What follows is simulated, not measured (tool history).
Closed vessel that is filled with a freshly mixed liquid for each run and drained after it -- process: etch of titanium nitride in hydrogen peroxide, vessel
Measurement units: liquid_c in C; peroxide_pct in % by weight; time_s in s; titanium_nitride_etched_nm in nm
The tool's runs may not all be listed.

| run | hour | liquid_c | peroxide_pct | time_s | titanium_nitride_etched_nm |
|---|---|---|---|---|---|
| 1 | 0.0 | 49.0 | 17.5 | 695 | 32.807 |
| 2 | 8.3 | 55.5 | 17.5 | 695 | 51.853 |
| 3 | 12.2 | 60.5 | 17.5 | 695 | 74.736 |
| 4 | 16.0 | 54.5 | 17.5 | 695 | 49.001 |
| 5 | 17.0 | 54.5 | 17.5 | 695 | 48.767 |
| 6 | 23.1 | 54.5 | 15.0 | 695 | 47.096 |
| 7 | 27.6 | 56.5 | 15.0 | 695 | 54.676 |
| 8 | 30.7 | 56.5 | 15.0 | 695 | 54.410 |

What does the tool deliver on the next run?
| 9 | 35.4 | 58.0 | 15.0 | 695 | ? |

titanium_nitride_etched_nm: 60.067 nm

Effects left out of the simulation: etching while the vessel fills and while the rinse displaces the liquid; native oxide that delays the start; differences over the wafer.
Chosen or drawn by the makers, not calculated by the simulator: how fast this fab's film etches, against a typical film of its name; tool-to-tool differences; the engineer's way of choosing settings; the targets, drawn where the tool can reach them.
